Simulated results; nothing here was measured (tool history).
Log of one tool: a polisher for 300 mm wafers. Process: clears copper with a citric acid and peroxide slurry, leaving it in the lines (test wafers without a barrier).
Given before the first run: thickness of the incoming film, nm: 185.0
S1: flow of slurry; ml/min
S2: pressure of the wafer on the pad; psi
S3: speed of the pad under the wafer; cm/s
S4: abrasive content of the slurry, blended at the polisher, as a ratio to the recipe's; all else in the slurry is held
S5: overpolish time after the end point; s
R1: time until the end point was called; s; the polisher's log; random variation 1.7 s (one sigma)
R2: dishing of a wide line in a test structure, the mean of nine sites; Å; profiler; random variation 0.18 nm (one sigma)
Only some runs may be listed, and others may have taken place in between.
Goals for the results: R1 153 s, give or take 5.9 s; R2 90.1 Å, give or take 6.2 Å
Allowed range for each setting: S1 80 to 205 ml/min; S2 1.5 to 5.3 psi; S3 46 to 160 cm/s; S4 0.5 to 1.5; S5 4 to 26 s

run	hour	S1	S2	S3	S4	S5	R1	R2
1	0	135	3.4	102	1	13	68.17	177.64
2	8.4	135	3.4	102	1	16	68.219	203.78
3	11.2	135	3.4	88	1	16	77.425	188.37
4	16.5	135	3.2	86	1	15	84.041	162.25
5	20.4	135	3.2	72	1	15	100.14	150.43
6	25.9	135	4.1	72	1	15	80.086	174.86
7	29.4	125	3.1	68	1	10	110.47	102.31
# hour 30.7: slurry nozzle cleaned
8	30.7	125	3	68	1	10	108.18	102.43
9	31.9	125	2.8	68	1	10	116.36	93.915
10	39.9	125	2.7	68	1	11	121.72	102.62
11	46.6	125	2.6	68	1	11	127.16	95.915
12	54.2	125	2.5	68	1	11	134.69	95.493
13	59.6	115	2.3	68	1	11	141.3	89.454

5 next moves are on the table. One of them brings every result within its allowed miss. Which?
A	65	125	2.1	82	1.1	10	?	?
B	65	155	2.1	74	1.1	11	?	?
C	65	130	2.7	54	0.95	12	?	?
D	65	120	2.3	72	1.15	10	?	?
E	65	145	2.9	64	0.75	10	?	?

move	R1	R2
A	127.66	87.567
B	136.75	89.607
C	154.5	87.383
D	131.67	85.451
E	129.48	86.942
A: the biggest miss grows against the last run
B: the biggest miss grows against the last run
C: every result within its allowed miss
D: the biggest miss grows against the last run
E: the biggest miss grows against the last run
Go with C: it meets all targets.
